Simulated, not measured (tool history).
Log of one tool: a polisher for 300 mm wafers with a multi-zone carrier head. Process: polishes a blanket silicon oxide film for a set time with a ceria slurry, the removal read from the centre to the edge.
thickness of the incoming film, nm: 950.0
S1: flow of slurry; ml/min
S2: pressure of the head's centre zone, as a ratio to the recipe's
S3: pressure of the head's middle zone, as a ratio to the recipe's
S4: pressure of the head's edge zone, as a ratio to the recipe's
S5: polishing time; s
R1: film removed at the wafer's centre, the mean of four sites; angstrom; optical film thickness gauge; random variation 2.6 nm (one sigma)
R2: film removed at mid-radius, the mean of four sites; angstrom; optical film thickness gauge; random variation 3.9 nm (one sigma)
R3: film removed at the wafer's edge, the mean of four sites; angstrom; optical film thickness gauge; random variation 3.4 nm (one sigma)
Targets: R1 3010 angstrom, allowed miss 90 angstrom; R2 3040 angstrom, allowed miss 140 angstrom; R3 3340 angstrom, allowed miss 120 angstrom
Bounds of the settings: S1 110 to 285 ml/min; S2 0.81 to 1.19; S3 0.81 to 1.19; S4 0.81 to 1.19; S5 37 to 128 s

run 1 hour=0 | S1=180 S2=1 S3=1 S4=1 S5=82 | R1=2567 R2=2636.3 R3=2626.2
run 2 hour=8.8 | S1=190 S2=1 S3=1 S4=1.04 S5=84 | R1=2649.4 R2=2795.3 R3=2699.9
run 3 hour=9.5 | S1=190 S2=1 S3=1.08 S4=1.04 S5=84 | R1=2703.4 R2=2959.5 R3=2782.7
run 4 hour=10.4 | S1=190 S2=0.94 S3=1.08 S4=1.04 S5=84 | R1=2553.1 R2=2932.9 R3=2793
run 5 hour=16.3 | S1=215 S2=0.94 S3=1.08 S4=1.04 S5=84 | R1=2653.7 R2=3020.5 R3=2760.9
run 6 hour=23 | S1=215 S2=0.94 S3=1.08 S4=1.09 S5=84 | R1=2620.8 R2=2958.8 R3=2838
run 7 hour=30.5 | S1=210 S2=0.96 S3=1.06 S4=1.11 S5=86 | R1=2701.9 R2=2987.8 R3=2946
run 8 hour=31.9 | S1=210 S2=0.97 S3=1.04 S4=1.13 S5=88 | R1=2842.3 R2=2978.3 R3=3009.2
run 9 hour=38.7 | S1=205 S2=0.97 S3=1.04 S4=1.14 S5=90 | R1=2847.9 R2=3037.1 R3=3060.7

Which of these 4 next moves meets every target?
run A hour=45.5 | S1=245 S2=0.96 S3=1.19 S4=1.08 S5=82 | R1=? R2=? R3=?
run B hour=45.5 | S1=240 S2=1.11 S3=1.16 S4=0.95 S5=80 | R1=? R2=? R3=?
run C hour=45.5 | S1=255 S2=1.06 S3=1.01 S4=0.96 S5=89 | R1=? R2=? R3=?
run D hour=45.5 | S1=110 S2=1 S3=0.98 S4=1.17 S5=103 | R1=? R2=? R3=?

move=A R1=2632.6 R2=3211.8 R3=2841.5
move=B R1=2865.3 R2=3056.9 R3=2601.2
move=C R1=3094.2 R2=3041.8 R3=2928.4
move=D R1=2991.1 R2=3043.6 R3=3429.2
A: further off than the last run
B: further off than the last run
C: further off than the last run
D: meets every target
Move D is the one to make.
